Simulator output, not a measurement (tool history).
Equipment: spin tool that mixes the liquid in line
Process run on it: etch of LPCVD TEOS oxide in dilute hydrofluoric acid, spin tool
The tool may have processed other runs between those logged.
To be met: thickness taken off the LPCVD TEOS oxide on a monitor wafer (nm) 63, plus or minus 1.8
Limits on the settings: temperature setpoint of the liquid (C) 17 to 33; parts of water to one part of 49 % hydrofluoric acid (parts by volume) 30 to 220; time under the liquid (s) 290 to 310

run  hour  temperature setpoint of the liquid (C)  parts of water to one part of 49 % hydrofluoric acid (parts by volume)  time under the liquid (s)  thickness taken off the LPCVD TEOS oxide on a monitor wafer (nm)
  1     0                                      25                                                                     125                        290                                                            52.155
  2   0.7                                      25                                                                     100                        290                                                            66.623
  3     8                                      25                                                                     100                        310                                                            71.576
  4    10                                    24.5                                                                     100                        310                                                            70.286
  5  11.6                                    24.5                                                                     100                        310                                                            69.941
  6  12.2                                    24.5                                                                     100                        310                                                            70.291
  7  14.9                                      24                                                                     100                        310                                                            68.839
  8  21.6                                      24                                                                     100                        310                                                            68.752
  9  24.2                                    23.5                                                                     100                        310                                                            67.576
 10  26.3                                      23                                                                     100                        310                                                            66.188

Next run, 5 choices. One meets every target within its allowed miss, the rest don't. Which?
  A  28.4                                    22.5                                                                      90                        290                                                                 ?
  B  28.4                                    25.5                                                                     115                        310                                                                 ?
  C  28.4                                    23.5                                                                      95                        290                                                                 ?
  D  28.4                                      22                                                                      90                        300                                                                 ?
  E  28.4                                      22                                                                     100                        290                                                                 ?

move  thickness taken off the LPCVD TEOS oxide on a monitor wafer (nm)
   A                                                            68.315
   B                                                            62.411
   C                                                            66.966
   D                                                            69.253
   E                                                            59.543
A: its largest miss is bigger than the last run's
B: meets every target
C: its largest miss is bigger than the last run's
D: its largest miss is bigger than the last run's
E: takes the biggest miss from the last run beyond its target
B meets every target.
